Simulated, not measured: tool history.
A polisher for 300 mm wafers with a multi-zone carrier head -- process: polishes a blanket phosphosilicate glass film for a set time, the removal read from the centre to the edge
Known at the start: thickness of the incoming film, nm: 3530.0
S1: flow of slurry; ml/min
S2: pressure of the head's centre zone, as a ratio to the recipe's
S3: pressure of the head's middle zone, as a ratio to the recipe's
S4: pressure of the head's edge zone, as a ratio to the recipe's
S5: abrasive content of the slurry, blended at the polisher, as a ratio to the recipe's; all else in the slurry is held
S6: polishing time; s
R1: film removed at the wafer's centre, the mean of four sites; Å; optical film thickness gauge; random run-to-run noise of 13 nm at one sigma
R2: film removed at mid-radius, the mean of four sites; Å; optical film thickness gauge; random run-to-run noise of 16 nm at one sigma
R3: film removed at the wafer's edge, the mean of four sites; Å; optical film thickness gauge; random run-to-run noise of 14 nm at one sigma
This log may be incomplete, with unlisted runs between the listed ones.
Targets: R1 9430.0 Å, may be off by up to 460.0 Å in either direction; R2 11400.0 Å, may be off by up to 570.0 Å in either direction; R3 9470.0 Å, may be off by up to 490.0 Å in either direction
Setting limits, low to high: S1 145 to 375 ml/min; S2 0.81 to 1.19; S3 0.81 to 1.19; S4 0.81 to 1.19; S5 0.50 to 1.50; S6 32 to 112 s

{"run": 1, "hour": 0.0, "S1": 240, "S2": 1.0, "S3": 1.0, "S4": 1.0, "S5": 1.0, "S6": 72, "R1": 7277.4, "R2": 7697.5, "R3": 7073.6}
{"run": 2, "hour": 5.2, "S1": 240, "S2": 1.0, "S3": 1.0, "S4": 1.0, "S5": 1.0, "S6": 87, "R1": 8595.6, "R2": 8872.6, "R3": 8591.9}
{"run": 3, "hour": 7.6, "S1": 245, "S2": 1.0, "S3": 1.05, "S4": 1.0, "S5": 1.05, "S6": 87, "R1": 8809.1, "R2": 9622.6, "R3": 8488.4}
{"run": 4, "hour": 16.6, "S1": 245, "S2": 1.0, "S3": 1.05, "S4": 1.0, "S5": 1.05, "S6": 100, "R1": 9979.1, "R2": 11204.0, "R3": 10382.0}
{"run": 5, "hour": 18.0, "S1": 245, "S2": 1.0, "S3": 1.07, "S4": 0.99, "S5": 1.05, "S6": 100, "R1": 9761.8, "R2": 11163.0, "R3": 10042.0}
{"run": 6, "hour": 25.6, "S1": 245, "S2": 1.0, "S3": 1.07, "S4": 0.99, "S5": 1.05, "S6": 112, "R1": 11421.0, "R2": 12663.0, "R3": 11231.0}
{"run": 7, "hour": 31.3, "S1": 240, "S2": 0.98, "S3": 1.07, "S4": 0.96, "S5": 1.0, "S6": 112, "R1": 11125.0, "R2": 12166.0, "R3": 11035.0}
{"run": 8, "hour": 36.0, "S1": 240, "S2": 0.96, "S3": 1.1, "S4": 0.95, "S5": 0.95, "S6": 111, "R1": 10622.0, "R2": 11911.0, "R3": 10644.0}
{"run": 9, "hour": 37.7, "S1": 245, "S2": 0.95, "S3": 1.12, "S4": 0.94, "S5": 0.9, "S6": 110, "R1": 10269.0, "R2": 12159.0, "R3": 10239.0}

Next run, 5 choices. One meets every target within its allowed miss, the rest don't. Which?
{"run": "A", "hour": 39.4, "S1": 290, "S2": 1.14, "S3": 1.05, "S4": 0.81, "S5": 0.7, "S6": 104, "R1": "?", "R2": "?", "R3": "?"}
{"run": "B", "hour": 39.4, "S1": 290, "S2": 0.99, "S3": 1.16, "S4": 0.99, "S5": 0.65, "S6": 112, "R1": "?", "R2": "?", "R3": "?"}
{"run": "C", "hour": 39.4, "S1": 205, "S2": 0.99, "S3": 1.03, "S4": 0.97, "S5": 0.9, "S6": 103, "R1": "?", "R2": "?", "R3": "?"}
{"run": "D", "hour": 39.4, "S1": 295, "S2": 0.97, "S3": 1.17, "S4": 0.99, "S5": 1.1, "S6": 104, "R1": "?", "R2": "?", "R3": "?"}
{"run": "E", "hour": 39.4, "S1": 200, "S2": 0.99, "S3": 0.99, "S4": 0.81, "S5": 1.15, "S6": 92, "R1": "?", "R2": "?", "R3": "?"}

move=A R1=10623.0 R2=10157.0 R3=8130.8
move=B R1=9605.0 R2=11526.0 R3=9269.2
move=C R1=9797.5 R2=10670.0 R3=9502.9
move=D R1=10941.0 R2=13501.0 R3=10770.0
move=E R1=9619.4 R2=10139.0 R3=8610.2
A: its largest miss is bigger than the last run's
B: meets every target
C: corrects the largest miss of the last run, while another result sits out of spec
D: its largest miss is bigger than the last run's
E: corrects the largest miss of the last run, while another result sits out of spec
The right move is B.
